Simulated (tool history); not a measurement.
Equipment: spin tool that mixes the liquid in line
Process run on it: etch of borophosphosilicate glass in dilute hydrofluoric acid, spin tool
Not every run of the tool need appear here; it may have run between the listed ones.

run  hour  temperature setpoint of the liquid (C)  parts of water to one part of 49 % hydrofluoric acid (parts by volume)  time under the liquid (s)  thickness taken off the borophosphosilicate glass on a monitor wafer (Å)
  1   0.0                                    24.0                                                                     210                        305                                                                    461.99
  2   2.3                                    22.5                                                                     210                        305                                                                    435.74
  3   3.2                                    22.5                                                                     210                        325                                                                    465.48
  4   9.9                                    23.5                                                                     210                        325                                                                    480.68
  5  15.8                                    24.5                                                                     210                        325                                                                    500.61
  6  19.0                                    25.5                                                                     210                        325                                                                    519.71
  7  27.7                                    26.0                                                                     210                        325                                                                    529.54
  8  33.3                                    26.5                                                                     210                        325                                                                    541.99
  9  35.4                                    27.0                                                                     210                        325                                                                    547.86
 10  40.6                                    27.5                                                                     210                        325                                                                    557.62
 11  44.8                                    28.0                                                                     210                        325                                                                    565.88
 12  53.6                                    28.5                                                                     210                        325                                                                    580.13
 13  58.8                                    28.5                                                                     210                        325                                                                    580.99

Run 14 is up next; what results do you expect?
 14  59.7                                    29.0                                                                     210                        325                                                                         ?

thickness taken off the borophosphosilicate glass on a monitor wafer (Å): 590.20
